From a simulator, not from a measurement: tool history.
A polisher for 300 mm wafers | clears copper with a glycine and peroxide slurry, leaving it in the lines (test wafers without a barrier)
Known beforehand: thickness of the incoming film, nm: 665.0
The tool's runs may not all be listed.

run,hour,flow of slurry (ml/min),pressure of the wafer on the pad (kPa),speed of the pad under the wafer (cm/s),overpolish time after the end point (s),time until the end point was called (s),dishing of a wide line in a test structure (nm)
1,0,270,22.1,76,15,128.41,47.45
2,8.4,245,22.1,76,15,131.85,46.952
3,13.7,250,22.8,76,16,131.96,51.356
4,20.1,250,22.8,92,16,110.23,56.71
5,24.9,250,22.8,92,17,110.94,59.712
6,32.7,250,22.8,92,18,110.45,63.208
7,36.1,250,22.8,92,19,110.83,66.451

Forecast run 8:
8,41.9,250,22.8,92,21,?,?

{"run 8": {"time until the end point was called (s)": 111.36, "dishing of a wide line in a test structure (nm)": 68.63}}

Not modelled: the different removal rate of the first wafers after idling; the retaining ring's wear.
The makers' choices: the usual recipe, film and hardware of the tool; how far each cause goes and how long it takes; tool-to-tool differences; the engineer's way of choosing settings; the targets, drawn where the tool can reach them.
